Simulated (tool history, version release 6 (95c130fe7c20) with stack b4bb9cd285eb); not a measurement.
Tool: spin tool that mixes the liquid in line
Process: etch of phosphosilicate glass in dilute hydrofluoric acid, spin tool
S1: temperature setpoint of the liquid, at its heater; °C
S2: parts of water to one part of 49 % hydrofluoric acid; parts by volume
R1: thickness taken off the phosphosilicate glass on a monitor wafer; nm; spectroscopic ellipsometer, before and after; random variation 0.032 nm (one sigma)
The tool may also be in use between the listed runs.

Run 1, hour 0: S1 20 °C, S2 230 parts by volume, time under the liquid (s) 45. Result: R1 9.2502 nm.
Run 2, hour 4.5: S1 19 °C, S2 250 parts by volume, time under the liquid (s) 45. Result: R1 8.0705 nm.
Run 3, hour 8.9: S1 18.5 °C, S2 260 parts by volume, time under the liquid (s) 45. Result: R1 7.5218 nm.
Run 4, hour 12.1: S1 18.5 °C, S2 190 parts by volume, time under the liquid (s) 45. Result: R1 10.963 nm.
Run 5, hour 17.3: S1 18.5 °C, S2 235 parts by volume, time under the liquid (s) 45. Result: R1 8.5576 nm.
Run 6, hour 21.8: S1 18.5 °C, S2 175 parts by volume, time under the liquid (s) 45. Result: R1 12.217 nm.

The next listed run, before its measurement:
Run 7, hour 30: S1 18 °C, S2 210 parts by volume, time under the liquid (s) 45. Result: R1 ?.

Run 7 gave R1 9.5266 nm.
